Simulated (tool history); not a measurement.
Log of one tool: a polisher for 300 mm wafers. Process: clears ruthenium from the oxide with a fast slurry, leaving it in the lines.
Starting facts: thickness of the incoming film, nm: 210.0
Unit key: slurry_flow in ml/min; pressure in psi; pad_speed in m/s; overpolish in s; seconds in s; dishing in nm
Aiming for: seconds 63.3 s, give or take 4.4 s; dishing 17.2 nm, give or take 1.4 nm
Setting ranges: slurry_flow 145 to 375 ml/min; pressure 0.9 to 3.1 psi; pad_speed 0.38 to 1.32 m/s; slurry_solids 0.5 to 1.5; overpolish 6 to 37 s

run 1 hour=0 | slurry_flow=240 pressure=2 pad_speed=0.84 slurry_solids=1 overpolish=19 | seconds=104.48 dishing=25.568
run 2 hour=6.5 | slurry_flow=240 pressure=2.1 pad_speed=0.84 slurry_solids=1 overpolish=17 | seconds=97.271 dishing=25.115
run 3 hour=15.5 | slurry_flow=240 pressure=2.1 pad_speed=0.86 slurry_solids=1 overpolish=15 | seconds=89.94 dishing=23.091
run 4 hour=20.5 | slurry_flow=240 pressure=2.1 pad_speed=0.88 slurry_solids=0.95 overpolish=14 | seconds=94.725 dishing=21.444
run 5 hour=26 | slurry_flow=190 pressure=2.1 pad_speed=0.88 slurry_solids=0.95 overpolish=14 | seconds=98.141 dishing=22.215
run 6 hour=32.7 | slurry_flow=190 pressure=1.7 pad_speed=0.88 slurry_solids=0.95 overpolish=14 | seconds=115.85 dishing=18.152
run 7 hour=36.5 | slurry_flow=210 pressure=1.7 pad_speed=0.92 slurry_solids=0.95 overpolish=13 | seconds=109.01 dishing=18.076
run 8 hour=44.5 | slurry_flow=230 pressure=1.7 pad_speed=0.96 slurry_solids=0.95 overpolish=12 | seconds=103.38 dishing=17.667
run 9 hour=52.4 | slurry_flow=250 pressure=1.7 pad_speed=1 slurry_solids=0.95 overpolish=11 | seconds=98.697 dishing=16.795
run 10 hour=57.2 | slurry_flow=260 pressure=1.8 pad_speed=1.02 slurry_solids=0.95 overpolish=10 | seconds=94.329 dishing=17.41
run 11 hour=59.4 | slurry_flow=275 pressure=1.8 pad_speed=1.06 slurry_solids=0.95 overpolish=9 | seconds=86.78 dishing=15.979
run 12 hour=65.8 | slurry_flow=275 pressure=1.9 pad_speed=1.08 slurry_solids=0.95 overpolish=9 | seconds=84.462 dishing=17.411
run 13 hour=69.4 | slurry_flow=285 pressure=1.9 pad_speed=1.12 slurry_solids=0.95 overpolish=9 | seconds=79.942 dishing=16.464
run 14 hour=78.1 | slurry_flow=285 pressure=2 pad_speed=1.14 slurry_solids=0.95 overpolish=9 | seconds=74.961 dishing=18.174
run 15 hour=86.6 | slurry_flow=285 pressure=2 pad_speed=1.14 slurry_solids=0.95 overpolish=9 | seconds=77.119 dishing=18.356
run 16 hour=92.8 | slurry_flow=295 pressure=2 pad_speed=1.16 slurry_solids=0.95 overpolish=9 | seconds=74.109 dishing=18.356
run 17 hour=96.8 | slurry_flow=300 pressure=2 pad_speed=1.18 slurry_solids=0.95 overpolish=9 | seconds=74.078 dishing=19.101
run 18 hour=104.7 | slurry_flow=310 pressure=2 pad_speed=1.2 slurry_solids=0.95 overpolish=9 | seconds=69.034 dishing=20.264
run 19 hour=113.5 | slurry_flow=300 pressure=2 pad_speed=1.22 slurry_solids=0.95 overpolish=9 | seconds=68.279 dishing=19.697
run 20 hour=118.8 | slurry_flow=230 pressure=2.2 pad_speed=1.26 slurry_solids=0.9 overpolish=6 | seconds=65.274 dishing=14.962

Which one of the following 5 next-run settings gets every result inside its allowed miss? There is exactly one.
run A hour=124.1 | slurry_flow=285 pressure=2.2 pad_speed=1.12 slurry_solids=0.85 overpolish=11 | seconds=? dishing=?
run B hour=124.1 | slurry_flow=265 pressure=2.3 pad_speed=1.3 slurry_solids=1.05 overpolish=6 | seconds=? dishing=?
run C hour=124.1 | slurry_flow=230 pressure=2.2 pad_speed=1.14 slurry_solids=0.75 overpolish=10 | seconds=? dishing=?
run D hour=124.1 | slurry_flow=145 pressure=2.5 pad_speed=1.2 slurry_solids=0.95 overpolish=7 | seconds=? dishing=?
run E hour=124.1 | slurry_flow=320 pressure=2.7 pad_speed=1.02 slurry_solids=0.75 overpolish=6 | seconds=? dishing=?

move=A seconds=72.646 dishing=21.173
move=B seconds=54.063 dishing=16.56
move=C seconds=78.97 dishing=18.423
move=D seconds=62.444 dishing=16.697
move=E seconds=69.597 dishing=13.397
A: pushes the last run's worst result past its target
B: meets the target for the result that was furthest off, but another lies outside its allowed miss
C: meets the target for the result that was furthest off, but another lies outside its allowed miss
D: every result within its allowed miss
E: moves away from the targets compared with the last run
Move D is the one to make.
